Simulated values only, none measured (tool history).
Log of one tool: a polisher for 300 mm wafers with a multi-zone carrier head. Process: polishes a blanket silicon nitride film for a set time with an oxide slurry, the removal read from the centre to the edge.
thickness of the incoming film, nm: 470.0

run  hour  flow of slurry (ml/min)  pressure of the head's centre zone  pressure of the head's middle zone  pressure of the head's edge zone  abrasive content of the slurry  polishing time (s)  film removed at the wafer's centre (Å)  film removed at mid-radius (Å)  film removed at the wafer's edge (Å)
  1     0                      125                                   1                                   1                                 1                               1                  59                                  303.89                          321.64                                305.62
  2     4                      125                                   1                                   1                              0.95                               1                  59                                  313.29                           319.8                                 305.8
  3     7                      125                                   1                                   1                              0.89                               1                  59                                  313.39                          309.69                                289.22
  4  14.8                      115                                   1                                0.96                               0.9                               1                  59                                  304.04                          295.54                                295.43
  5  17.7                      105                                1.01                                0.94                              0.89                               1                  59                                   296.6                          283.82                                 291.7
  6  25.5                      105                                1.01                                0.94                              0.89                             1.1                  59                                  312.95                          294.74                                302.97
  7    31                      100                                1.01                                0.93                              0.88                             1.1                  59                                  311.16                          288.45                                297.07
  8  32.3                       95                                1.01                                0.92                              0.87                             1.1                  59                                  293.94                          282.37                                290.43

Run 9 comes next. What will it give?
  9  39.1                       95                                1.01                                0.92                              0.87                             1.1                  59                                       ?                               ?                                     ?

Run 9 gave film removed at the wafer's centre (Å) 297.75, film removed at mid-radius (Å) 288.59, film removed at the wafer's edge (Å) 287.98.
